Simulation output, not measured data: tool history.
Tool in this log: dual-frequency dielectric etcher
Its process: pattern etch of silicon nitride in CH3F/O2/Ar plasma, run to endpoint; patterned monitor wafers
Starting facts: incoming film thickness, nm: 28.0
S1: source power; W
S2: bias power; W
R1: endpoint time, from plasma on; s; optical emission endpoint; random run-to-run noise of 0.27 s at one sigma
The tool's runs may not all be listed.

run  hour   S1   S2      R1
  1     0  450   89  33.184
  2   7.7  420   89  34.059
  3  14.1  420   83  35.248
  4  16.4  420   97  33.011
  5  19.2  480   97  31.418
  6  23.8  480  108  30.177
  7    29  440  100   32.43
  8    30  410   94  34.338

Run 9 has not been measured yet. What should we expect?
  9  38.2  390  91   ?

Run 9 produced R1 35.406 s.
